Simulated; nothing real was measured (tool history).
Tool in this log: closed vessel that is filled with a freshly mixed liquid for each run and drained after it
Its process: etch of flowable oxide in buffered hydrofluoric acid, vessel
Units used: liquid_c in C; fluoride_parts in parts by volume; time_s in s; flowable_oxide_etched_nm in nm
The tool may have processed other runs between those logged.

run  hour  liquid_c  fluoride_parts  time_s  flowable_oxide_etched_nm
  1     0        24               7      30                    127.58
  2   8.7        25               7      30                    134.38
  3  12.5        26               7      30                    141.67
  4  13.4        27               7      30                     148.7
  5  18.7      23.5               7      30                    124.32
     24.3  -- hydrofluoric acid flow meter replaced
  6  24.3        25               7      30                    123.57
  7  29.5        26               7      30                    131.84
  8  33.8        27               7      30                    139.12
  9  36.4        28               7      30                    143.29

Run 10 comes next. What will it give?
 10    44      28.5               7      30                         ?

Run 10 gave flowable_oxide_etched_nm 148.03 nm.
